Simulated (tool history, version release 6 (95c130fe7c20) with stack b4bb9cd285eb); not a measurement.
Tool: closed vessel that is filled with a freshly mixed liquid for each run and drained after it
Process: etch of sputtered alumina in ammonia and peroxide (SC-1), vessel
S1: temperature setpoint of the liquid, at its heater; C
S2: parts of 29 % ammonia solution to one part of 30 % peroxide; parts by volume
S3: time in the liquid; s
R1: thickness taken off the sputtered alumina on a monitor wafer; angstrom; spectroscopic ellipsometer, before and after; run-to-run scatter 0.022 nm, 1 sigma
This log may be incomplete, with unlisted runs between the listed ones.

run 1 hour=0 | S1=52 S2=0.4 S3=40 | R1=25.862
run 2 hour=2.3 | S1=53.5 S2=0.4 S3=40 | R1=27.941
run 3 hour=7.8 | S1=54.5 S2=0.4 S3=40 | R1=29.198
run 4 hour=10.3 | S1=55.5 S2=0.4 S3=40 | R1=31.049
run 5 hour=12.7 | S1=55.5 S2=0.4 S3=40 | R1=30.8
run 6 hour=20.8 | S1=50.5 S2=0.4 S3=40 | R1=23.475
run 7 hour=24.3 | S1=52.5 S2=0.4 S3=40 | R1=26.539

What will run 8 give?
run 8 hour=31.2 | S1=54 S2=0.4 S3=40 | R1=?

Run 8 came out at R1 28.547 angstrom.
